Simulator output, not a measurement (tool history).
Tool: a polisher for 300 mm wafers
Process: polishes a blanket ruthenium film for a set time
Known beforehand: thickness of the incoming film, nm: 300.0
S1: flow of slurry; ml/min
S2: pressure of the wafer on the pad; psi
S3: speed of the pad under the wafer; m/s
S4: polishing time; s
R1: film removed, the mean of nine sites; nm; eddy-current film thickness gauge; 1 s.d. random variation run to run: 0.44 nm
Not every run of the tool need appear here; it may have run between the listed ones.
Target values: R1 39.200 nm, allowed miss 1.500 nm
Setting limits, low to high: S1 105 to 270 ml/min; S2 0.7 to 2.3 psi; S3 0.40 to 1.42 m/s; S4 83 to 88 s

run	day	S1	S2	S3	S4	R1
1	0.000	175	1.5	0.90	83	75.290
2	0.329	175	1.4	0.88	83	68.627
3	0.450	175	1.4	1.08	83	81.752
4	0.667	175	1.3	1.06	83	75.026
5	0.938	175	1.2	1.04	83	68.673
6	1.183	175	1.1	1.02	83	62.199
7	1.412	165	0.7	0.84	83	34.306
8	1.721	170	0.7	0.84	83	34.516

Of the 4 settings listed for the next run, only one would bring every result within its allowed miss of target. Which one?
A	2.029	135	0.7	0.86	86	?
B	2.029	215	0.8	0.72	83	?
C	2.029	165	0.8	0.78	87	?
D	2.029	140	0.7	0.90	83	?

move	R1
A	35.437
B	35.686
C	38.617
D	35.574
A: gains on the last run, yet a result remains outside its allowed miss
B: gains on the last run, yet a result remains outside its allowed miss
C: all results in spec
D: gains on the last run, yet a result remains outside its allowed miss
The right move is C.
